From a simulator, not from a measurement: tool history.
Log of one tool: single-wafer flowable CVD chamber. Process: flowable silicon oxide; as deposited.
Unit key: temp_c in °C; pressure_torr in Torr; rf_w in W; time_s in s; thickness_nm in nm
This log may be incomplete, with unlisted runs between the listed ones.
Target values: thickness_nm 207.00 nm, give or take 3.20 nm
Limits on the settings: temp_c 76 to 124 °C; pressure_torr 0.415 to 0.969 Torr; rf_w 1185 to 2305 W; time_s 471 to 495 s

{"run": 1, "hour": 0.0, "temp_c": 100, "pressure_torr": 0.692, "rf_w": 1745, "time_s": 495, "thickness_nm": 256.86}
{"run": 2, "hour": 9.0, "temp_c": 100, "pressure_torr": 0.627, "rf_w": 1745, "time_s": 495, "thickness_nm": 233.7}
{"run": 3, "hour": 17.0, "temp_c": 100, "pressure_torr": 0.627, "rf_w": 1745, "time_s": 471, "thickness_nm": 223.66}
{"run": 4, "hour": 24.8, "temp_c": 89, "pressure_torr": 0.627, "rf_w": 1745, "time_s": 471, "thickness_nm": 327.02}
{"run": 5, "hour": 32.4, "temp_c": 92, "pressure_torr": 0.627, "rf_w": 1745, "time_s": 471, "thickness_nm": 295.03}
{"run": 6, "hour": 37.6, "temp_c": 94, "pressure_torr": 0.627, "rf_w": 1745, "time_s": 471, "thickness_nm": 276.87}
{"run": 7, "hour": 46.2, "temp_c": 96, "pressure_torr": 0.627, "rf_w": 1745, "time_s": 471, "thickness_nm": 256.79}
{"run": 8, "hour": 51.1, "temp_c": 97, "pressure_torr": 0.627, "rf_w": 1745, "time_s": 471, "thickness_nm": 248.49}
{"run": 9, "hour": 56.7, "temp_c": 98, "pressure_torr": 0.627, "rf_w": 1745, "time_s": 471, "thickness_nm": 237.28}
{"run": 10, "hour": 61.9, "temp_c": 99, "pressure_torr": 0.627, "rf_w": 1745, "time_s": 471, "thickness_nm": 230.6}
{"run": 11, "hour": 65.2, "temp_c": 99, "pressure_torr": 0.627, "rf_w": 1745, "time_s": 471, "thickness_nm": 230.69}
{"run": 12, "hour": 73.8, "temp_c": 100, "pressure_torr": 0.627, "rf_w": 1745, "time_s": 471, "thickness_nm": 223.68}
{"run": 13, "hour": 80.4, "temp_c": 101, "pressure_torr": 0.627, "rf_w": 1745, "time_s": 471, "thickness_nm": 216.98}

4 next moves are on the table. One of them brings every result within its allowed miss. Which?
{"run": "A", "hour": 87.0, "temp_c": 104, "pressure_torr": 0.664, "rf_w": 1790, "time_s": 478, "thickness_nm": "?"}
{"run": "B", "hour": 87.0, "temp_c": 91, "pressure_torr": 0.44, "rf_w": 1905, "time_s": 495, "thickness_nm": "?"}
{"run": "C", "hour": 87.0, "temp_c": 102, "pressure_torr": 0.651, "rf_w": 1760, "time_s": 485, "thickness_nm": "?"}
{"run": "D", "hour": 87.0, "temp_c": 92, "pressure_torr": 0.47, "rf_w": 1930, "time_s": 471, "thickness_nm": "?"}

move=A thickness_nm=207.78
move=B thickness_nm=236.27
move=C thickness_nm=221.58
move=D thickness_nm=230.16
A: all results land within tolerance of their targets
B: misses by more than the last run did
C: misses by more than the last run did
D: misses by more than the last run did
The right move is A.
